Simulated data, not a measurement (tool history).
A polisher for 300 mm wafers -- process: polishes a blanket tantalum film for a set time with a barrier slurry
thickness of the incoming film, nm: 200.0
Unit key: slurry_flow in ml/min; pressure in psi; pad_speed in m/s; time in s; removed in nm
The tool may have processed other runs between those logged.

run 1 hour=0.0 | slurry_flow=125 pressure=1.3 pad_speed=1.12 slurry_solids=1.0 time=35 | removed=50.337
run 2 hour=2.6 | slurry_flow=120 pressure=1.1 pad_speed=0.98 slurry_solids=1.0 time=35 | removed=37.919
run 3 hour=10.6 | slurry_flow=120 pressure=1.1 pad_speed=0.88 slurry_solids=1.0 time=35 | removed=35.287
run 4 hour=14.0 | slurry_flow=120 pressure=1.1 pad_speed=0.88 slurry_solids=1.0 time=35 | removed=35.075
run 5 hour=17.6 | slurry_flow=115 pressure=0.9 pad_speed=0.82 slurry_solids=1.0 time=35 | removed=26.735
run 6 hour=20.0 | slurry_flow=115 pressure=0.9 pad_speed=0.82 slurry_solids=1.0 time=31 | removed=24.287
run 7 hour=27.6 | slurry_flow=110 pressure=0.8 pad_speed=0.82 slurry_solids=1.0 time=31 | removed=21.249

Forecast run 8:
run 8 hour=28.5 | slurry_flow=105 pressure=0.8 pad_speed=0.82 slurry_solids=1.0 time=31 | removed=?

Run 8 came out at removed 21.017 nm.

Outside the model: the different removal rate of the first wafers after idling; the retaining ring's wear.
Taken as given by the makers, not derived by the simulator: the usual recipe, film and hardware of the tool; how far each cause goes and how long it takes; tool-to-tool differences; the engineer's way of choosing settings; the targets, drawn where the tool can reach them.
